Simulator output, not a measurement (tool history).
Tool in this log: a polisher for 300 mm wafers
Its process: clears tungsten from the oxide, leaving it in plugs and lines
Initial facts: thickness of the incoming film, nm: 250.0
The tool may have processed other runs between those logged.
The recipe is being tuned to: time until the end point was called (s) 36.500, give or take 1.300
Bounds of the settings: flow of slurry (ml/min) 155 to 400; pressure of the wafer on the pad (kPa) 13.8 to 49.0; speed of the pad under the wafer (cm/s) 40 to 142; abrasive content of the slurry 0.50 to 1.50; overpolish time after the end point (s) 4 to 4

run	hour	flow of slurry (ml/min)	pressure of the wafer on the pad (kPa)	speed of the pad under the wafer (cm/s)	abrasive content of the slurry	overpolish time after the end point (s)	time until the end point was called (s)
1	0.0	255	31.0	90	1.00	4	44.412
2	2.1	190	31.0	90	1.00	4	47.425
3	10.7	190	35.2	90	1.00	4	42.007
4	19.2	190	35.2	90	0.85	4	43.050
5	25.0	200	35.9	90	0.85	4	42.394
6	28.0	205	36.5	90	0.85	4	40.482
7	30.6	210	36.5	90	0.85	4	39.845
8	33.3	210	36.5	90	0.85	4	40.260
9	36.5	215	36.5	90	0.85	4	40.599
10	43.9	220	36.5	90	0.85	4	40.470
# hour 50.3: head pressure recalibrated
11	50.3	225	36.5	90	0.85	4	44.014
12	57.5	220	37.2	90	0.85	4	43.847
13	62.2	215	37.9	92	0.85	4	41.490
14	66.3	215	38.6	94	0.85	4	40.603
15	67.4	215	39.3	94	0.85	4	39.902
16	70.5	215	39.3	94	0.85	4	40.758
17	74.7	215	40.0	96	0.85	4	38.268

Which one of the following 4 next-run settings gets every result inside its allowed miss? There is exactly one.
A	78.9	250	33.1	104	1.05	4	?
B	78.9	210	41.4	100	0.85	4	?
C	78.9	195	43.4	90	0.55	4	?
D	78.9	265	45.5	96	0.80	4	?

move	time until the end point was called (s)
A	40.823
B	36.181
C	41.221
D	33.600
A: moves away from the targets compared with the last run
B: all results in spec
C: moves away from the targets compared with the last run
D: takes the biggest miss from the last run beyond its target
The right move is B.
